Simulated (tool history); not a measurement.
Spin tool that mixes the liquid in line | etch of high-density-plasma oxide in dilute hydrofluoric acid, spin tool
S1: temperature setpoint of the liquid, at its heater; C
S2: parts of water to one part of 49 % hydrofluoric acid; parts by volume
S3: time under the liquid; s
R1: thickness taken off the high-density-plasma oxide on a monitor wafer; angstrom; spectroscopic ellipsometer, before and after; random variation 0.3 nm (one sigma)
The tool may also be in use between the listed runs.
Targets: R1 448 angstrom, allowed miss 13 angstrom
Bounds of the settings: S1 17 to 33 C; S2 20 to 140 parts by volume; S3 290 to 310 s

Run 1, hour 0: S1 25 C, S2 75 parts by volume, S3 290 s. Result: R1 218.16 angstrom.
Run 2, hour 9: S1 25 C, S2 75 parts by volume, S3 290 s. Result: R1 218.28 angstrom.
Run 3, hour 14.2: S1 25 C, S2 100 parts by volume, S3 290 s. Result: R1 159.45 angstrom.
Run 4, hour 19.5: S1 25 C, S2 100 parts by volume, S3 310 s. Result: R1 169.32 angstrom.
Run 5, hour 28: S1 25 C, S2 70 parts by volume, S3 310 s. Result: R1 254.73 angstrom.
Run 6, hour 28.8: S1 25 C, S2 95 parts by volume, S3 310 s. Result: R1 178.13 angstrom.
Run 7, hour 30.7: S1 27 C, S2 85 parts by volume, S3 310 s. Result: R1 217.36 angstrom.
Run 8, hour 38.7: S1 28.5 C, S2 70 parts by volume, S3 310 s. Result: R1 293.5 angstrom.
Run 9, hour 42.5: S1 32.5 C, S2 50 parts by volume, S3 310 s. Result: R1 489.12 angstrom.
Run 10, hour 48.4: S1 32.5 C, S2 50 parts by volume, S3 310 s. Result: R1 489.32 angstrom.
Run 11, hour 49.8: S1 32 C, S2 50 parts by volume, S3 310 s. Result: R1 479.96 angstrom.
Run 12, hour 55.8: S1 31.5 C, S2 50 parts by volume, S3 310 s. Result: R1 466.58 angstrom.

4 next moves are on the table. One of them brings every result within its allowed miss. Which?
Run A, hour 61.8: S1 29 C, S2 45 parts by volume, S3 310 s. Result: R1 ?.
Run B, hour 61.8: S1 31 C, S2 45 parts by volume, S3 310 s. Result: R1 ?.
Run C, hour 61.8: S1 27.5 C, S2 45 parts by volume, S3 310 s. Result: R1 ?.
Run D, hour 61.8: S1 30 C, S2 45 parts by volume, S3 305 s. Result: R1 ?.

move      R1
   A  475.82
   B  514.86
   C  448.13
   D  487.05
A: further off than the last run
B: further off than the last run
C: meets every target
D: further off than the last run
Answer: C
